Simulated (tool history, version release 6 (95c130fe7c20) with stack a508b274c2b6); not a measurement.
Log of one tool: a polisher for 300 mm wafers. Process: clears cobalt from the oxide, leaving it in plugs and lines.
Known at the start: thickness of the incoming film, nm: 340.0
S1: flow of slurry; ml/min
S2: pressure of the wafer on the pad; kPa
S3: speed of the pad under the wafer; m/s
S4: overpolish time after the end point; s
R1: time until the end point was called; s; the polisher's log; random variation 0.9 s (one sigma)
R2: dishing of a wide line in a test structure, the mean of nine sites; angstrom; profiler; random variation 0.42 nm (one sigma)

{"run": 1, "hour": 0.0, "S1": 200, "S2": 15.9, "S3": 1.28, "S4": 16, "R1": 67.314, "R2": 505.12}
{"run": 2, "hour": 7.7, "S1": 200, "S2": 15.9, "S3": 1.28, "S4": 14, "R1": 65.376, "R2": 459.81}
{"run": 3, "hour": 16.0, "S1": 200, "S2": 17.9, "S3": 1.28, "S4": 14, "R1": 59.974, "R2": 499.14}
{"run": 4, "hour": 23.2, "S1": 200, "S2": 17.2, "S3": 1.28, "S4": 13, "R1": 62.133, "R2": 459.86}
{"run": 5, "hour": 27.3, "S1": 200, "S2": 17.2, "S3": 1.28, "S4": 12, "R1": 62.956, "R2": 440.21}
{"run": 6, "hour": 28.4, "S1": 200, "S2": 17.2, "S3": 1.02, "S4": 12, "R1": 76.356, "R2": 376.08}
{"run": 7, "hour": 31.7, "S1": 200, "S2": 17.9, "S3": 1.02, "S4": 11, "R1": 75.21, "R2": 358.58}

The next listed run, before its measurement:
{"hour": 34.2, "done": "worn pad replaced by a new one"}
{"run": 8, "hour": 34.2, "S1": 200, "S2": 18.6, "S3": 1.02, "S4": 11, "R1": "?", "R2": "?"}

{"run 8": {"R1": 65.772, "R2": 392.49}}
